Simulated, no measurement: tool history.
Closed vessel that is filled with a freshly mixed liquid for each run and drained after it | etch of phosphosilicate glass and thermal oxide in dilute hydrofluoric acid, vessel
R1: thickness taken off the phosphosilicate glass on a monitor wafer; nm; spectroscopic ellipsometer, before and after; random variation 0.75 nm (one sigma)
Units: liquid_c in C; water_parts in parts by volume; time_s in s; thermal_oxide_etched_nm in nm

Run 1, hour 0.0: liquid_c 24.0 C, water_parts 290 parts by volume, time_s 110 s. Result: R1 51.716 nm, thermal_oxide_etched_nm 1.4612 nm.
Run 2, hour 8.0: liquid_c 21.5 C, water_parts 290 parts by volume, time_s 110 s. Result: R1 48.305 nm, thermal_oxide_etched_nm 1.3179 nm.
Run 3, hour 8.9: liquid_c 23.0 C, water_parts 265 parts by volume, time_s 110 s. Result: R1 56.106 nm, thermal_oxide_etched_nm 1.5928 nm.
Run 4, hour 13.6: liquid_c 19.5 C, water_parts 265 parts by volume, time_s 110 s. Result: R1 50.760 nm, thermal_oxide_etched_nm 1.3751 nm.
Run 5, hour 18.3: liquid_c 21.5 C, water_parts 250 parts by volume, time_s 110 s. Result: R1 58.560 nm, thermal_oxide_etched_nm 1.5669 nm.
Run 6, hour 20.4: liquid_c 23.5 C, water_parts 240 parts by volume, time_s 110 s. Result: R1 65.877 nm, thermal_oxide_etched_nm 1.8035 nm.
Run 7, hour 26.8: liquid_c 24.5 C, water_parts 235 parts by volume, time_s 110 s. Result: R1 71.033 nm, thermal_oxide_etched_nm 1.9048 nm.

The next listed run, before its measurement:
Run 8, hour 33.7: liquid_c 25.0 C, water_parts 235 parts by volume, time_s 110 s. Result: R1 ?, thermal_oxide_etched_nm ?.

R1: 70.880 nm
thermal_oxide_etched_nm: 1.9454 nm

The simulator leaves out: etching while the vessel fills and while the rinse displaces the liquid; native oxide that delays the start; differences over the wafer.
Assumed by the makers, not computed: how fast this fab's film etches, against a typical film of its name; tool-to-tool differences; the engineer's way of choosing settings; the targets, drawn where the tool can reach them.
